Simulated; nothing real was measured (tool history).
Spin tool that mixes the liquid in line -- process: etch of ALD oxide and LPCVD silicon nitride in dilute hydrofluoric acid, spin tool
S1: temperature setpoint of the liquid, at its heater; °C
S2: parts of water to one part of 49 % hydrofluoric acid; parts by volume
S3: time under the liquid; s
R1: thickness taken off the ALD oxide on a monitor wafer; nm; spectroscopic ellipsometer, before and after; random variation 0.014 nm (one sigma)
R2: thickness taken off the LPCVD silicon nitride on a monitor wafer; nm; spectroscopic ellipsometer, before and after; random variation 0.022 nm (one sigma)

run 1 day=0.000 | S1=20 S2=150 S3=80 | R1=4.9532 R2=0.26513
run 2 day=0.154 | S1=19 S2=170 S3=80 | R1=4.1341 R2=0.15773
run 3 day=0.208 | S1=19 S2=140 S3=80 | R1=5.1847 R2=0.16615
run 4 day=0.292 | S1=17 S2=140 S3=80 | R1=4.7974 R2=0.14856
run 5 day=0.404 | S1=17 S2=160 S3=80 | R1=4.0773 R2=0.21743
run 6 day=0.688 | S1=17 S2=160 S3=80 | R1=4.0878 R2=0.14919
run 7 day=1.000 | S1=17 S2=175 S3=80 | R1=3.7201 R2=0.13812
run 8 day=1.208 | S1=17 S2=175 S3=80 | R1=3.6692 R2=0.13748
run 9 day=1.475 | S1=17 S2=185 S3=80 | R1=3.4572 R2=0.18316

Forecast run 10:
run 10 day=1.654 | S1=17 S2=195 S3=80 | R1=? R2=?

R1: 3.2782 nm
R2: 0.15296 nm

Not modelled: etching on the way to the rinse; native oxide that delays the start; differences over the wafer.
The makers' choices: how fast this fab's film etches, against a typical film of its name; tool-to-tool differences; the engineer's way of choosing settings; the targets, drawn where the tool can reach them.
